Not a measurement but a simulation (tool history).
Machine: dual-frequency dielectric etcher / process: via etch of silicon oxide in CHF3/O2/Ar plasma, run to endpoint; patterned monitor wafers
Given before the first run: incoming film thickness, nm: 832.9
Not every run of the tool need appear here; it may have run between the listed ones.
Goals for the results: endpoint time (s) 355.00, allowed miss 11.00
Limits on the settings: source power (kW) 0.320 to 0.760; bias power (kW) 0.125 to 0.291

Run 1, hour 0.0: source power (kW) 0.540, bias power (kW) 0.208. Result: endpoint time (s) 404.95.
Run 2, hour 6.1: source power (kW) 0.540, bias power (kW) 0.182. Result: endpoint time (s) 430.24.
Run 3, hour 11.1: source power (kW) 0.560, bias power (kW) 0.187. Result: endpoint time (s) 423.30.
Run 4, hour 14.0: source power (kW) 0.630, bias power (kW) 0.187. Result: endpoint time (s) 408.16.
Run 5, hour 15.0: source power (kW) 0.630, bias power (kW) 0.167. Result: endpoint time (s) 427.77.
Run 6, hour 21.9: source power (kW) 0.640, bias power (kW) 0.175. Result: endpoint time (s) 421.19.
Run 7, hour 24.9: source power (kW) 0.650, bias power (kW) 0.183. Result: endpoint time (s) 410.63.
Run 8, hour 33.3: source power (kW) 0.660, bias power (kW) 0.190. Result: endpoint time (s) 398.14.

Consider the 4 candidate settings below. Which is the only one whose results all fall within their allowed miss of target?
Run A, hour 41.7: source power (kW) 0.720, bias power (kW) 0.192. Result: endpoint time (s) ?.
Run B, hour 41.7: source power (kW) 0.710, bias power (kW) 0.238. Result: endpoint time (s) ?.
Run C, hour 41.7: source power (kW) 0.570, bias power (kW) 0.164. Result: endpoint time (s) ?.
Run D, hour 41.7: source power (kW) 0.560, bias power (kW) 0.151. Result: endpoint time (s) ?.

move  endpoint time (s)
   A             388.15
   B             354.85
   C             443.12
   D             461.95
A: gains on the last run, yet a result remains outside its allowed miss
B: all results in spec
C: misses by more than the last run did
D: misses by more than the last run did
Go with B: it meets all targets.

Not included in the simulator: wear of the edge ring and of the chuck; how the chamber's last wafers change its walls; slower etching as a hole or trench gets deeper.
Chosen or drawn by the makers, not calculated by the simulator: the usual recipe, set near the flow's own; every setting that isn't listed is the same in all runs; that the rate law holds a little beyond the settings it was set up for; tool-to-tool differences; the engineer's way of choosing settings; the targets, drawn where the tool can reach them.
